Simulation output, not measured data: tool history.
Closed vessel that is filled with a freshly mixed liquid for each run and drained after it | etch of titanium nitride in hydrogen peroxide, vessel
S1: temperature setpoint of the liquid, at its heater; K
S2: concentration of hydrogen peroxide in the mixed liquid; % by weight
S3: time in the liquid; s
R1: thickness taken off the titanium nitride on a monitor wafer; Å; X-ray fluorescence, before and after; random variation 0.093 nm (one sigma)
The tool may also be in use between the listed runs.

run  hour      S1    S2    S3      R1
  1   0.0  321.15  22.5  1795  460.58
  2   7.4  319.65  22.5  1795  409.90
  3  10.7  319.65  26.0  1795  422.78
  4  19.5  318.15  26.0  1795  379.11
  5  23.5  317.15  26.0  1795  348.23
  6  28.4  316.15  26.0  1795  329.32
  7  36.2  315.15  26.0  1795  302.25
  8  42.0  315.15  26.0  1795  302.46
  9  44.2  307.15  25.5  1795  162.37

The next listed run, before its measurement:
     52.4  -- thermometer replaced
 10  52.4  307.65  25.5  1795   ?

R1: 143.85 Å

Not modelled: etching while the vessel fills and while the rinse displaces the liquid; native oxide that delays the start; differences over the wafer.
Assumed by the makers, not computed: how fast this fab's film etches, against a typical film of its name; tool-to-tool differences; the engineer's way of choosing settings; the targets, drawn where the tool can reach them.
